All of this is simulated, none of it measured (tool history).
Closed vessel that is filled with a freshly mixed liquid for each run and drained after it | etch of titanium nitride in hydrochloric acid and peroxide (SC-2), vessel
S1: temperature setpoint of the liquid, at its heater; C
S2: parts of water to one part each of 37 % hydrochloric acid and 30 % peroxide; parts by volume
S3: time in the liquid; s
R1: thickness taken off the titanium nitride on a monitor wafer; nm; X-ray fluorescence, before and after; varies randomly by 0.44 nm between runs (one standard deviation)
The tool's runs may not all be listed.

run	hour	S1	S2	S3	R1
1	0.0	63.0	9.0	590	41.324
2	6.7	58.5	9.0	590	31.376
3	13.5	62.0	9.0	590	39.240
4	18.9	62.0	9.0	590	38.609
5	24.7	62.0	11.5	590	31.782
6	31.1	56.5	11.5	590	22.652

Forecast run 7:
7	36.1	61.5	11.0	590	?

{"run 7": {"R1": 32.181}}

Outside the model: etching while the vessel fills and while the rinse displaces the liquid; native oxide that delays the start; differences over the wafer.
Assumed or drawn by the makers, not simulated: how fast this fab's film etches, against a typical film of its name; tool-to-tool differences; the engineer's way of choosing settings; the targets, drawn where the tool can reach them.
